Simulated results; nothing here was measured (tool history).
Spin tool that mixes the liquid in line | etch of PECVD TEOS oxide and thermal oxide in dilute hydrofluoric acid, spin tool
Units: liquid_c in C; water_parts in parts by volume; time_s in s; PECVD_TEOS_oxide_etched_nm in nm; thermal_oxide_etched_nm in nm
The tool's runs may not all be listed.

run  hour  liquid_c  water_parts  time_s  PECVD_TEOS_oxide_etched_nm  thermal_oxide_etched_nm
  1   0.0      25.0          165     180                      21.736                   4.6702
  2   4.5      27.0          150     180                      26.146                   5.6447
  3   9.3      27.0          120     180                      33.873                   7.3494
  4  10.4      28.5          120     180                      35.998                   7.7281
  5  11.6      31.0          120     180                      39.484                   8.6281
  6  19.9      31.0          165     180                      27.312                   5.8868
  7  21.0      31.5          155     180                      29.923                   6.4254
  8  22.4      32.0          145     180                      32.792                   7.0744
  9  29.6      32.0          135     180                      35.724                   7.8170
 10  36.9      32.0          130     180                      37.324                   7.9957

The next listed run, before its measurement:
 11  40.8      32.0          125     180                           ?                        ?

PECVD_TEOS_oxide_etched_nm: 39.467 nm
thermal_oxide_etched_nm: 8.5504 nm

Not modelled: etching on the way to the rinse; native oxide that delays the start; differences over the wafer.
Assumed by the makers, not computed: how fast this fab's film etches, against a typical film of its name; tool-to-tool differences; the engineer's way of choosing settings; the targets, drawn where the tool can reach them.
